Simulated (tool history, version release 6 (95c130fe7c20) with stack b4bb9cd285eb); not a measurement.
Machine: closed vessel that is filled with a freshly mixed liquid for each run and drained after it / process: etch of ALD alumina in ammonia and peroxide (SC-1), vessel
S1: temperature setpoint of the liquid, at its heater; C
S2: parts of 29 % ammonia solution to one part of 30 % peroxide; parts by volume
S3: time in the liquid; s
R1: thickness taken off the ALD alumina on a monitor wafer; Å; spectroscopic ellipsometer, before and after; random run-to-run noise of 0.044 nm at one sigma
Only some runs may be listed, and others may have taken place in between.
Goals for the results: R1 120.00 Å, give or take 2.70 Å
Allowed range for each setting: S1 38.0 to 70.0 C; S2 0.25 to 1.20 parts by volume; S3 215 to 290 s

run,hour,S1,S2,S3,R1
1,0.0,54.0,0.95,290,186.52
2,5.4,54.0,0.95,290,185.47
3,6.9,54.0,0.95,290,185.83
4,7.9,57.5,0.95,290,221.99
5,15.0,51.0,0.95,290,157.84
6,19.4,49.5,0.95,290,145.45
7,21.9,48.5,0.95,290,137.40
8,26.2,48.0,0.95,290,133.17
9,33.9,47.5,0.95,290,128.79
10,37.5,47.0,0.95,290,125.64
11,38.4,46.5,0.95,290,122.49

Which one of the following 4 next-run settings gets every result inside its allowed miss? There is exactly one.
A,39.3,47.0,0.85,290,?
B,39.3,51.5,0.70,220,?
C,39.3,47.0,1.15,285,?
D,39.3,49.0,1.00,265,?

move,R1
A,124.83
B,119.22
C,126.26
D,129.51
A: further off than the last run
B: each result inside its tolerance
C: further off than the last run
D: further off than the last run
B meets every target.
